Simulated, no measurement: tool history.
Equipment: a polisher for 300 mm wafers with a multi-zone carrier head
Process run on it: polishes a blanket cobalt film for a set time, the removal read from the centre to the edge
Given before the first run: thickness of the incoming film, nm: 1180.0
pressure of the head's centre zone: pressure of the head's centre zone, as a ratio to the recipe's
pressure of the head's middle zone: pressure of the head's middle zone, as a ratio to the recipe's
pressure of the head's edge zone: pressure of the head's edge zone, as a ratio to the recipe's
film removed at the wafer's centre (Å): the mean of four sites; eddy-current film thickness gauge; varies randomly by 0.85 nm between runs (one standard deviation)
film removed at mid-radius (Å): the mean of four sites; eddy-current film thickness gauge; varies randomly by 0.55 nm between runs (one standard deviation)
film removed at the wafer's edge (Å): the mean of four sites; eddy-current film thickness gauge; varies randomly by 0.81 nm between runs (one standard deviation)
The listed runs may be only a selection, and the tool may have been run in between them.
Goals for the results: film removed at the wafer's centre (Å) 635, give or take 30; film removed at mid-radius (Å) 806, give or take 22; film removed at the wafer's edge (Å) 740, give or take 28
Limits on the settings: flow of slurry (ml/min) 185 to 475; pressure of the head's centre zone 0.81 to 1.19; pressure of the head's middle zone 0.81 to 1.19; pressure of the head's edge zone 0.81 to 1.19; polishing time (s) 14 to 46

run	hour	flow of slurry (ml/min)	pressure of the head's centre zone	pressure of the head's middle zone	pressure of the head's edge zone	polishing time (s)	film removed at the wafer's centre (Å)	film removed at mid-radius (Å)	film removed at the wafer's edge (Å)
1	0	305	1	1	1	30	851.03	840.76	879.28
2	1.8	305	1	1	0.93	30	840.44	828.77	832.3
3	8.4	305	1	0.92	0.93	30	857.2	774.2	822.59
4	15.2	305	1	0.92	0.87	30	840.24	771.1	817.47
5	24.2	305	1	0.92	0.87	27	770.54	689.99	746.02
6	26.2	305	0.99	0.94	0.87	27	739.94	714.09	731.18
7	33.3	305	0.98	0.95	0.87	27	738.56	717.12	734.98
8	36.8	305	0.97	0.96	0.87	27	742.42	728.65	731.9
9	38.2	305	0.95	0.97	0.89	27	730.58	732.17	727.95
10	41.4	300	0.94	0.99	0.92	27	725.97	742.22	740.49
11	44.5	300	0.93	1	0.94	27	703.53	750.37	757.53
12	48.6	300	0.92	1.01	0.94	27	695.76	762.56	732.75
13	52	300	0.91	1.02	0.95	27	676.65	756.33	740.95
14	54.3	300	0.91	1.03	0.95	27	679.92	765.02	753.68
15	57.5	300	0.91	1.04	0.95	27	691.94	774.88	772.97
16	58.5	300	0.9	1.05	0.94	27	687.55	773.95	750.71
17	60.8	300	0.89	1.06	0.94	27	682.75	794.68	760.55
18	61.4	300	0.88	1.06	0.94	27	677.31	783.3	745.57

4 next moves are on the table. One of them brings every result within its allowed miss. Which?
A	62	300	0.91	1.09	0.93	27	?	?	?
B	62	335	0.85	1.13	0.96	26	?	?	?
C	62	315	0.86	0.97	0.88	28	?	?	?
D	62	260	0.93	1.09	0.91	28	?	?	?

move	film removed at the wafer's centre (Å)	film removed at mid-radius (Å)	film removed at the wafer's edge (Å)
A	701.78	804.57	734.3
B	638.79	808.16	723.4
C	690.72	759.88	746.46
D	730.29	820.55	744.45
A: lands further from the targets than the last run did
B: every result within its allowed miss
C: lands further from the targets than the last run did
D: lands further from the targets than the last run did
So the answer is move B, the one that meets all the targets.
